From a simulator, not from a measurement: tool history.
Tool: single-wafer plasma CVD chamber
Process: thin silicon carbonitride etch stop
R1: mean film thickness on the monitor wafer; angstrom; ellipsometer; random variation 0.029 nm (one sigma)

{"run": 1, "day": 0.0, "RF power (kW)": 0.23, "deposition time (s)": 25.7, "R1": 150.35}
{"run": 2, "day": 0.071, "RF power (kW)": 0.2, "deposition time (s)": 25.7, "R1": 144.5}
{"run": 3, "day": 0.288, "RF power (kW)": 0.18, "deposition time (s)": 25.7, "R1": 140.34}
{"run": 4, "day": 0.612, "RF power (kW)": 0.175, "deposition time (s)": 25.2, "R1": 137.19}
{"run": 5, "day": 0.942, "RF power (kW)": 0.175, "deposition time (s)": 26.8, "R1": 145.07}
{"run": 6, "day": 1.033, "RF power (kW)": 0.17, "deposition time (s)": 26.0, "R1": 139.89}

Forecast run 7:
{"run": 7, "day": 1.379, "RF power (kW)": 0.17, "deposition time (s)": 26.0, "R1": "?"}

R1: 140.58 angstrom
